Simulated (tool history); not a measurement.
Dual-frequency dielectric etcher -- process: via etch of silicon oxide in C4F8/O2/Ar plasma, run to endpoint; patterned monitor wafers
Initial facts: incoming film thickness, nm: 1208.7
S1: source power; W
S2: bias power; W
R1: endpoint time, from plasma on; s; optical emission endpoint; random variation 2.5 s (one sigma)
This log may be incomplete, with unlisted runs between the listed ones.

Run 1, hour 0.0: S1 2090 W, S2 1774 W. Result: R1 243.48 s.
Run 2, hour 2.9: S1 1950 W, S2 1718 W. Result: R1 255.97 s.
Run 3, hour 6.6: S1 1870 W, S2 1695 W. Result: R1 259.92 s.
Run 4, hour 15.5: S1 1870 W, S2 1865 W. Result: R1 252.85 s.
Run 5, hour 17.6: S1 1870 W, S2 1757 W. Result: R1 261.47 s.
Run 6, hour 21.8: S1 1870 W, S2 2066 W. Result: R1 249.37 s.
Run 7, hour 23.9: S1 1760 W, S2 2033 W. Result: R1 253.31 s.
Run 8, hour 27.3: S1 1340 W, S2 1697 W. Result: R1 296.87 s.
Run 9, hour 31.1: S1 1340 W, S2 1697 W. Result: R1 301.15 s.

Predict the results of run 10:
Run 10, hour 39.9: S1 1390 W, S2 1711 W. Result: R1 ?.

{"run 10": {"R1": 295.46}}

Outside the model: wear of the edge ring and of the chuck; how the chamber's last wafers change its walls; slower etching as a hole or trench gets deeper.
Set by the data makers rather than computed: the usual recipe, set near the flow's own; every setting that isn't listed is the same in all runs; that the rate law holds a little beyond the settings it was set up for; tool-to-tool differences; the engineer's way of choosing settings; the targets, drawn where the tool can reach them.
